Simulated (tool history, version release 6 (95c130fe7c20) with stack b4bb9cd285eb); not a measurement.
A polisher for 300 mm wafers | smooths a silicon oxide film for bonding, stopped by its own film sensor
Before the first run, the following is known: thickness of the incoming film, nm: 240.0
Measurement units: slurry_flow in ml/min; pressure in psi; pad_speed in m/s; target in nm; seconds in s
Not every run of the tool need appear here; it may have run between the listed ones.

Run 1, day 0.000: slurry_flow 310 ml/min, pressure 1.8 psi, pad_speed 1.04 m/s, slurry_solids 1.0, target 204 nm. Result: seconds 69.481 s.
Run 2, day 0.038: slurry_flow 310 ml/min, pressure 2.1 psi, pad_speed 1.04 m/s, slurry_solids 1.0, target 204 nm. Result: seconds 59.762 s.
Run 3, day 0.096: slurry_flow 340 ml/min, pressure 2.1 psi, pad_speed 1.04 m/s, slurry_solids 1.0, target 204 nm. Result: seconds 59.562 s.
Run 4, day 0.392: slurry_flow 340 ml/min, pressure 2.2 psi, pad_speed 1.04 m/s, slurry_solids 1.0, target 204 nm. Result: seconds 55.481 s.
Run 5, day 0.488: slurry_flow 340 ml/min, pressure 2.2 psi, pad_speed 1.04 m/s, slurry_solids 0.8, target 204 nm. Result: seconds 63.732 s.
Run 6, day 0.625: slurry_flow 340 ml/min, pressure 2.3 psi, pad_speed 1.06 m/s, slurry_solids 0.8, target 204 nm. Result: seconds 60.234 s.
Run 7, day 0.771: slurry_flow 340 ml/min, pressure 2.4 psi, pad_speed 1.08 m/s, slurry_solids 0.8, target 204 nm. Result: seconds 55.544 s.
Run 8, day 0.971: slurry_flow 340 ml/min, pressure 2.5 psi, pad_speed 1.10 m/s, slurry_solids 0.8, target 204 nm. Result: seconds 53.145 s.

Predict the results of run 9:
Run 9, day 1.221: slurry_flow 340 ml/min, pressure 2.6 psi, pad_speed 1.12 m/s, slurry_solids 0.8, target 204 nm. Result: seconds ?.

seconds: 50.775 s
